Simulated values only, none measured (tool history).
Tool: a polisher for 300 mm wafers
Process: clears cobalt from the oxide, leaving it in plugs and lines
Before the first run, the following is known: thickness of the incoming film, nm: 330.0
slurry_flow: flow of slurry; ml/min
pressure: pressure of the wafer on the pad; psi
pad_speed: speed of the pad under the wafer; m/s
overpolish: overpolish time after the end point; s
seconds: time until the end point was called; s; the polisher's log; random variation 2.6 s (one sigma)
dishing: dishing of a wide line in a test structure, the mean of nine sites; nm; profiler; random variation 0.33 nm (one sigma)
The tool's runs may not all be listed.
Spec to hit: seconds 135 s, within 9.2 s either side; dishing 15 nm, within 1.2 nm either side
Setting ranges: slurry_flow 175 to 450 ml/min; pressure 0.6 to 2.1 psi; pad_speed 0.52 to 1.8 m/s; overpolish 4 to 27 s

Run 1, hour 0: slurry_flow 290 ml/min, pressure 1.3 psi, pad_speed 1.16 m/s, overpolish 14 s. Result: seconds 70.388 s, dishing 44.764 nm.
Run 2, hour 7.9: slurry_flow 290 ml/min, pressure 1.3 psi, pad_speed 0.96 m/s, overpolish 14 s. Result: seconds 80.904 s, dishing 39.049 nm.
Run 3, hour 15.4: slurry_flow 290 ml/min, pressure 1.3 psi, pad_speed 0.92 m/s, overpolish 13 s. Result: seconds 85.45 s, dishing 36.44 nm.
Run 4, hour 18: slurry_flow 295 ml/min, pressure 1.3 psi, pad_speed 0.88 m/s, overpolish 12 s. Result: seconds 91.286 s, dishing 34.57 nm.
Run 5, hour 22.3: slurry_flow 295 ml/min, pressure 1.3 psi, pad_speed 0.76 m/s, overpolish 12 s. Result: seconds 99.956 s, dishing 30.911 nm.
Run 6, hour 23.9: slurry_flow 280 ml/min, pressure 1.3 psi, pad_speed 0.74 m/s, overpolish 11 s. Result: seconds 104.13 s, dishing 27.576 nm.
Run 7, hour 30: slurry_flow 275 ml/min, pressure 1.3 psi, pad_speed 0.74 m/s, overpolish 10 s. Result: seconds 103.51 s, dishing 26.566 nm.
Run 8, hour 31.9: slurry_flow 265 ml/min, pressure 1.3 psi, pad_speed 0.74 m/s, overpolish 9 s. Result: seconds 103.94 s, dishing 23.722 nm.
Run 9, hour 34.4: slurry_flow 260 ml/min, pressure 1.3 psi, pad_speed 0.74 m/s, overpolish 9 s. Result: seconds 103.33 s, dishing 23.715 nm.
Run 10, hour 39.4: slurry_flow 255 ml/min, pressure 1.3 psi, pad_speed 0.74 m/s, overpolish 9 s. Result: seconds 105.18 s, dishing 24.231 nm.
Run 11, hour 47.6: slurry_flow 250 ml/min, pressure 1.3 psi, pad_speed 0.74 m/s, overpolish 8 s. Result: seconds 102.63 s, dishing 21.553 nm.
Run 12, hour 53.7: slurry_flow 245 ml/min, pressure 1.3 psi, pad_speed 0.74 m/s, overpolish 8 s. Result: seconds 100.36 s, dishing 21.552 nm.
Run 13, hour 56.5: slurry_flow 240 ml/min, pressure 1.3 psi, pad_speed 0.74 m/s, overpolish 8 s. Result: seconds 101.64 s, dishing 21.49 nm.
Run 14, hour 65: slurry_flow 235 ml/min, pressure 1.3 psi, pad_speed 0.74 m/s, overpolish 8 s. Result: seconds 103.6 s, dishing 20.767 nm.
Run 15, hour 70.7: slurry_flow 230 ml/min, pressure 0.9 psi, pad_speed 0.7 m/s, overpolish 5 s. Result: seconds 156.82 s, dishing 9.7589 nm.
Run 16, hour 71.8: slurry_flow 230 ml/min, pressure 1.1 psi, pad_speed 0.64 m/s, overpolish 9 s. Result: seconds 137.81 s, dishing 18.52 nm.
Run 17, hour 77.5: slurry_flow 230 ml/min, pressure 1.1 psi, pad_speed 0.68 m/s, overpolish 8 s. Result: seconds 133.12 s, dishing 17.541 nm.

Pick the move, out of 5, that brings all results within their allowed miss; only one does.
Run A, hour 83.2: slurry_flow 175 ml/min, pressure 1.3 psi, pad_speed 0.54 m/s, overpolish 7 s. Result: seconds ?, dishing ?.
Run B, hour 83.2: slurry_flow 210 ml/min, pressure 1 psi, pad_speed 0.74 m/s, overpolish 11 s. Result: seconds ?, dishing ?.
Run C, hour 83.2: slurry_flow 210 ml/min, pressure 0.8 psi, pad_speed 1.16 m/s, overpolish 6 s. Result: seconds ?, dishing ?.
Run D, hour 83.2: slurry_flow 205 ml/min, pressure 1.1 psi, pad_speed 0.64 m/s, overpolish 6 s. Result: seconds ?, dishing ?.
Run E, hour 83.2: slurry_flow 185 ml/min, pressure 1.2 psi, pad_speed 0.74 m/s, overpolish 5 s. Result: seconds ?, dishing ?.

move  seconds  dishing
   A   143.29    14.92
   B   141.62   22.566
   C   120.02    15.23
   D   145.45   12.769
   E    120.2   12.861
A: hits every target within its allowed miss
B: moves away from the targets compared with the last run
C: brings the result that was furthest off to its target, and leaves another outside
D: pushes the last run's worst result past its target
E: pushes the last run's worst result past its target
Correct choice: A, which meets every target
